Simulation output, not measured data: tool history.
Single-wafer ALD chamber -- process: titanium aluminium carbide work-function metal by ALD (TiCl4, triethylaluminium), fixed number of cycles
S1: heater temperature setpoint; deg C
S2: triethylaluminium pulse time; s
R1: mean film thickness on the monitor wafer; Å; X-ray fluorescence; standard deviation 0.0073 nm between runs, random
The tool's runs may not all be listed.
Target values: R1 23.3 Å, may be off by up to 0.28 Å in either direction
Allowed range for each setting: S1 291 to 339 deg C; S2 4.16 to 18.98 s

| run | hour | S1 | S2 | R1 |
|---|---|---|---|---|
| 1 | 0 | 315 | 11.57 | 21.529 |
| 2 | 4.7 | 310 | 11.57 | 21.24 |
| 3 | 11.7 | 305 | 11.57 | 20.802 |
| 4 | 13.2 | 310 | 11.57 | 21.117 |
| 5 | 21.1 | 318 | 11.57 | 21.683 |
| 6 | 28.8 | 318 | 9.18 | 21.309 |
| 7 | 31.1 | 320 | 9.51 | 21.527 |
| 8 | 34.1 | 322 | 9.79 | 21.774 |
| 9 | 39.5 | 323 | 9.97 | 21.853 |
| 10 | 42 | 324 | 10.16 | 21.958 |
| 11 | 48.2 | 325 | 10.33 | 22.089 |
| 12 | 49.8 | 326 | 10.45 | 22.374 |
| 13 | 50.5 | 326 | 10.45 | 22.159 |
| 14 | 56.2 | 327 | 10.59 | 22.442 |
| 15 | 61 | 328 | 10.64 | 22.376 |
| 16 | 64.7 | 329 | 10.73 | 22.579 |
| 17 | 66.6 | 330 | 10.78 | 22.701 |
| 18 | 70.8 | 331 | 10.82 | 22.809 |
| 19 | 75.9 | 331 | 10.85 | 22.769 |
| 20 | 81 | 331 | 10.89 | 22.712 |
| 21 | 87.3 | 332 | 10.94 | 22.847 |
| 22 | 94.6 | 332 | 10.94 | 22.864 |

Which single option among these 4 for the next run brings every result within its allowed miss of target? Just one does.
| A | 101.9 | 339 | 10.97 | ? |
| B | 101.9 | 328 | 10.95 | ? |
| C | 101.9 | 339 | 8.38 | ? |
| D | 101.9 | 333 | 10.39 | ? |

| move | R1 |
|---|---|
| A | 23.423 |
| B | 22.532 |
| C | 22.542 |
| D | 22.81 |
A: all results land within tolerance of their targets
B: moves away from the targets compared with the last run
C: moves away from the targets compared with the last run
D: moves away from the targets compared with the last run
Move A is the one to make.

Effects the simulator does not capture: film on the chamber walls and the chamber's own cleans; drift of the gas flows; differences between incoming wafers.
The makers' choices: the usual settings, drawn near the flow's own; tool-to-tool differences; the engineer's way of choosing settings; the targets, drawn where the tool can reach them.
